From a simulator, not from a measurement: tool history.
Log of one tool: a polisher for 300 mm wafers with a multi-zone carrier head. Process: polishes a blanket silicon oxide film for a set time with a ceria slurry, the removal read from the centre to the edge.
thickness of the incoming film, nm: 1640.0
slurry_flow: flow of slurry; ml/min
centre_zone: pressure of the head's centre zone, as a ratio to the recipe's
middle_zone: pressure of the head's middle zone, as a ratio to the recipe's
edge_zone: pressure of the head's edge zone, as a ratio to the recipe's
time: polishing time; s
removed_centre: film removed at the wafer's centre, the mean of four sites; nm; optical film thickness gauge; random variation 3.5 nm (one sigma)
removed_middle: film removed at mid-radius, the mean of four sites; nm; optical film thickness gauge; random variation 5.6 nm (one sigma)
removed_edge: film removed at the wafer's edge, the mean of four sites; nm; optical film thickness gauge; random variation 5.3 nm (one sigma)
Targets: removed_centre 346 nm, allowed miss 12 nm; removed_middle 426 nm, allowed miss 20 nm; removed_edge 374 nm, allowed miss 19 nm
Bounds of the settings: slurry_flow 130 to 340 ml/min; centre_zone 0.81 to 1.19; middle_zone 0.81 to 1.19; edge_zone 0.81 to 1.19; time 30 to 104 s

| run | hour | slurry_flow | centre_zone | middle_zone | edge_zone | time | removed_centre | removed_middle | removed_edge |
|---|---|---|---|---|---|---|---|---|---|
| 1 | 0 | 220 | 1 | 1 | 1 | 67 | 489.42 | 511.11 | 505.55 |
| 2 | 6.3 | 220 | 0.98 | 1.01 | 0.97 | 64 | 456.43 | 492.44 | 465.74 |
| 3 | 9.4 | 215 | 0.95 | 1 | 0.94 | 63 | 443.23 | 475.36 | 443.04 |
| 4 | 14.4 | 210 | 0.92 | 1.01 | 0.94 | 61 | 403.38 | 455.18 | 451.75 |
| 5 | 18.5 | 210 | 0.91 | 1.03 | 0.91 | 59 | 393.81 | 453.94 | 433.06 |
| 6 | 25.8 | 215 | 0.9 | 1.04 | 0.89 | 57 | 370.72 | 449.33 | 406.95 |
| 7 | 31.1 | 215 | 0.9 | 1.04 | 0.88 | 56 | 371.53 | 436.99 | 396.84 |
| 8 | 35.1 | 215 | 0.89 | 1.04 | 0.87 | 56 | 357.93 | 438.73 | 397.63 |
| 9 | 43.7 | 215 | 0.89 | 1.04 | 0.87 | 56 | 363.88 | 430.88 | 391.72 |

4 next moves are on the table. One of them brings every result within its allowed miss. Which?
| A | 52.3 | 225 | 0.94 | 1.04 | 0.85 | 54 | ? | ? | ? |
| B | 52.3 | 215 | 0.98 | 1.03 | 0.87 | 55 | ? | ? | ? |
| C | 52.3 | 195 | 0.88 | 0.85 | 0.89 | 60 | ? | ? | ? |
| D | 52.3 | 245 | 0.87 | 1.05 | 0.83 | 54 | ? | ? | ? |

| move | removed_centre | removed_middle | removed_edge |
|---|---|---|---|
| A | 375.01 | 421.31 | 385.63 |
| B | 395.4 | 422.73 | 394.86 |
| C | 379.91 | 387.02 | 431.17 |
| D | 351.31 | 429.8 | 384.97 |
A: further off than the last run
B: further off than the last run
C: further off than the last run
D: meets every target
Move D is the one to make.
